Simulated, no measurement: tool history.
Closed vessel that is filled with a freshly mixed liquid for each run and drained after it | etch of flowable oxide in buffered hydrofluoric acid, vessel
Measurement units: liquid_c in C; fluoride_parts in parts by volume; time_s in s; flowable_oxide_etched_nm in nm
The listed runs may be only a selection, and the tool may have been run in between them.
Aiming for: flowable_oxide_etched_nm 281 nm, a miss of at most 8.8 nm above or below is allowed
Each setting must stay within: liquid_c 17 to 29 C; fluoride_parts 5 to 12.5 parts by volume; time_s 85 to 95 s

run,day,liquid_c,fluoride_parts,time_s,flowable_oxide_etched_nm
1,0,21,7.5,85,487.4
2,0.321,21,9,85,386.02
3,0.688,19.5,9,85,362.35
4,0.875,19,9.5,85,345.16
5,0.929,19,9.5,95,382.23
6,1.067,18.5,10,95,356.39
7,1.329,18,10.5,95,331.38
8,1.629,17.5,11,95,310.25

Which one of the following 4 next-run settings gets every result inside its allowed miss? There is exactly one.
A,1.929,17,11,90,?
B,1.929,18,9,85,?
C,1.929,17,9.5,95,?
D,1.929,17,10,95,?

move,flowable_oxide_etched_nm
A,283.07
B,331.88
C,338.68
D,327.89
A: each result inside its tolerance
B: moves away from the targets compared with the last run
C: moves away from the targets compared with the last run
D: moves away from the targets compared with the last run
Answer: A

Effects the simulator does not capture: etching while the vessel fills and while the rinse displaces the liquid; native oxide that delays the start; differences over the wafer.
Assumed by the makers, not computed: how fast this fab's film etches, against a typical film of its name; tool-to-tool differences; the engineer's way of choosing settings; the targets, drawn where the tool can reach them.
